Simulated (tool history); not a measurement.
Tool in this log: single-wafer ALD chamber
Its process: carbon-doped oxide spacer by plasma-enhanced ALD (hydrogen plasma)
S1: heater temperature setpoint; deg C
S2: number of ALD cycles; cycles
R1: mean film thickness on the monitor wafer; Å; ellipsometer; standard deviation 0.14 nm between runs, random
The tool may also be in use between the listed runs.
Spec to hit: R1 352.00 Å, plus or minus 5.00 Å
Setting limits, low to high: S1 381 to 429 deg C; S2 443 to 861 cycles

{"run": 1, "hour": 0.0, "S1": 405, "S2": 652, "R1": 311.13}
{"run": 2, "hour": 8.4, "S1": 405, "S2": 618, "R1": 295.47}
{"run": 3, "hour": 11.9, "S1": 405, "S2": 546, "R1": 258.88}
{"run": 4, "hour": 13.2, "S1": 396, "S2": 546, "R1": 264.21}
{"run": 5, "hour": 15.8, "S1": 395, "S2": 576, "R1": 278.82}
{"run": 6, "hour": 16.9, "S1": 394, "S2": 600, "R1": 289.51}
{"run": 7, "hour": 20.3, "S1": 393, "S2": 621, "R1": 298.8}
{"run": 8, "hour": 25.1, "S1": 393, "S2": 640, "R1": 309.12}
{"run": 9, "hour": 32.3, "S1": 393, "S2": 655, "R1": 313.3}
{"run": 10, "hour": 41.2, "S1": 393, "S2": 669, "R1": 322.27}
{"run": 11, "hour": 44.1, "S1": 393, "S2": 679, "R1": 327.35}
{"run": 12, "hour": 47.3, "S1": 384, "S2": 720, "R1": 346.6}

Below are 5 possible settings for the next run. Only one of them brings all results inside the allowed miss of their targets. Which is it?
{"run": "A", "hour": 50.5, "S1": 381, "S2": 728, "R1": "?"}
{"run": "B", "hour": 50.5, "S1": 383, "S2": 693, "R1": "?"}
{"run": "C", "hour": 50.5, "S1": 384, "S2": 684, "R1": "?"}
{"run": "D", "hour": 50.5, "S1": 390, "S2": 713, "R1": "?"}
{"run": "E", "hour": 50.5, "S1": 381, "S2": 746, "R1": "?"}

move=A R1=350.15
move=B R1=333.32
move=C R1=328.99
move=D R1=342.94
move=E R1=358.81
A: every result lands within tolerance
B: misses by more than the last run did
C: misses by more than the last run did
D: misses by more than the last run did
E: pushes the last run's worst result past its target
A meets every target.
